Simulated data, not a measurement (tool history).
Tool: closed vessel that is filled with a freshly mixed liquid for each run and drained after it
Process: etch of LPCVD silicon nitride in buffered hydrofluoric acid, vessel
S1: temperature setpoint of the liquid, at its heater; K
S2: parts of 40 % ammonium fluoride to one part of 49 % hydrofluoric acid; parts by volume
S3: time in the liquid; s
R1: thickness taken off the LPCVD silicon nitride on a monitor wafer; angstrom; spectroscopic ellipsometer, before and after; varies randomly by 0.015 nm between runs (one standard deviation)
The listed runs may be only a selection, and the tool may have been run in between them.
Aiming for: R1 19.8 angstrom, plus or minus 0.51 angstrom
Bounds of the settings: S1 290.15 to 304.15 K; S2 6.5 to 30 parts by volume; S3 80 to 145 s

Run 1, hour 0: S1 296.15 K, S2 19.5 parts by volume, S3 145 s. Result: R1 11.384 angstrom.
Run 2, hour 8.7: S1 297.65 K, S2 19 parts by volume, S3 145 s. Result: R1 12.597 angstrom.
Run 3, hour 17.1: S1 299.15 K, S2 18.5 parts by volume, S3 145 s. Result: R1 14.072 angstrom.
Run 4, hour 18.4: S1 299.15 K, S2 18.5 parts by volume, S3 145 s. Result: R1 14.139 angstrom.
Run 5, hour 19.9: S1 299.15 K, S2 18.5 parts by volume, S3 80 s. Result: R1 7.8826 angstrom.
Run 6, hour 24.6: S1 295.65 K, S2 18.5 parts by volume, S3 80 s. Result: R1 6.514 angstrom.
Run 7, hour 31.4: S1 297.65 K, S2 20.5 parts by volume, S3 85 s. Result: R1 6.8842 angstrom.
Run 8, hour 36.7: S1 297.65 K, S2 20.5 parts by volume, S3 85 s. Result: R1 6.9496 angstrom.
Run 9, hour 44.4: S1 299.15 K, S2 19 parts by volume, S3 85 s. Result: R1 8.0575 angstrom.
Run 10, hour 53.4: S1 303.15 K, S2 12.5 parts by volume, S3 140 s. Result: R1 25.068 angstrom.
Run 11, hour 59.7: S1 302.65 K, S2 12.5 parts by volume, S3 140 s. Result: R1 23.922 angstrom.
Run 12, hour 65.2: S1 302.15 K, S2 12.5 parts by volume, S3 140 s. Result: R1 23.244 angstrom.

5 candidate next runs follow, results not yet known. Just one meets every target within its allowed miss. Identify it.
Run A, hour 70.7: S1 304.15 K, S2 17 parts by volume, S3 145 s. Result: R1 ?.
Run B, hour 70.7: S1 303.15 K, S2 15.5 parts by volume, S3 130 s. Result: R1 ?.
Run C, hour 70.7: S1 301.15 K, S2 13 parts by volume, S3 120 s. Result: R1 ?.
Run D, hour 70.7: S1 304.15 K, S2 18 parts by volume, S3 145 s. Result: R1 ?.
Run E, hour 70.7: S1 302.65 K, S2 13 parts by volume, S3 130 s. Result: R1 ?.

move      R1
   A  19.893
   B  18.528
   C  18.279
   D  18.807
   E  21.439
A: in spec on every target
B: moves the result that the last run missed by most past its target, out the other side
C: moves the result that the last run missed by most past its target, out the other side
D: moves the result that the last run missed by most past its target, out the other side
E: an improvement on the last run, though not all results are within tolerance
Correct choice: A, which meets every target
